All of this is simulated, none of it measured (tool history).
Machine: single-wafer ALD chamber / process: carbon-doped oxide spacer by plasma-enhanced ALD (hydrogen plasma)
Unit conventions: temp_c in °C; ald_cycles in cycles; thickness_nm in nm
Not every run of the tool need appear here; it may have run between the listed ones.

{"run": 1, "hour": 0.0, "temp_c": 415, "ald_cycles": 568, "thickness_nm": 26.899}
{"run": 2, "hour": 2.4, "temp_c": 422, "ald_cycles": 568, "thickness_nm": 26.252}
{"run": 3, "hour": 8.3, "temp_c": 426, "ald_cycles": 557, "thickness_nm": 25.657}
{"run": 4, "hour": 10.5, "temp_c": 436, "ald_cycles": 557, "thickness_nm": 24.699}
{"run": 5, "hour": 16.3, "temp_c": 439, "ald_cycles": 557, "thickness_nm": 24.445}
{"run": 6, "hour": 21.9, "temp_c": 439, "ald_cycles": 501, "thickness_nm": 22.034}

Run 7 is up next; what results do you expect?
{"run": 7, "hour": 30.7, "temp_c": 434, "ald_cycles": 505, "thickness_nm": "?"}

thickness_nm: 22.468 nm
